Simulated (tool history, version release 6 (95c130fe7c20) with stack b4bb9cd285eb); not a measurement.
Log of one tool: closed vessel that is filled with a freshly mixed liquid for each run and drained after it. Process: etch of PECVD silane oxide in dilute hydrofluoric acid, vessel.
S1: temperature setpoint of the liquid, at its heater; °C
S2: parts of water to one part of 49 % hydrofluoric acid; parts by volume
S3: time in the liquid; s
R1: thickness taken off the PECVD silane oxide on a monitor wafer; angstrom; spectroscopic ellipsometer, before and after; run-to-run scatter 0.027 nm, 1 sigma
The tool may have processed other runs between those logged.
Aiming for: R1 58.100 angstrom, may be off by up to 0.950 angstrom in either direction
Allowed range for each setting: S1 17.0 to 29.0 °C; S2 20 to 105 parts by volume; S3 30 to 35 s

run,day,S1,S2,S3,R1
1,0.000,21.0,55,35,119.420
2,0.154,20.0,65,35,96.341
3,0.383,19.0,70,35,84.685
4,0.696,18.5,75,35,77.630
5,0.800,18.0,80,35,70.790
6,1.108,17.5,85,35,64.694
7,1.196,17.0,90,35,59.409
8,1.246,17.0,90,35,59.920
9,1.458,17.0,95,35,56.560
10,1.638,17.0,95,35,56.295

Exercise: of the 4 proposed moves below, exactly one satisfies all targets within the stated allowed misses. Which move is it?
A,1.817,19.0,95,35,?
B,1.817,18.5,95,35,?
C,1.817,19.5,85,30,?
D,1.817,17.0,80,30,?

move,R1
A,61.550
B,60.281
C,60.877
D,58.531
A: carries the result that was furthest off beyond its target, to the other side
B: carries the result that was furthest off beyond its target, to the other side
C: carries the result that was furthest off beyond its target, to the other side
D: in spec on every target
Answer: D

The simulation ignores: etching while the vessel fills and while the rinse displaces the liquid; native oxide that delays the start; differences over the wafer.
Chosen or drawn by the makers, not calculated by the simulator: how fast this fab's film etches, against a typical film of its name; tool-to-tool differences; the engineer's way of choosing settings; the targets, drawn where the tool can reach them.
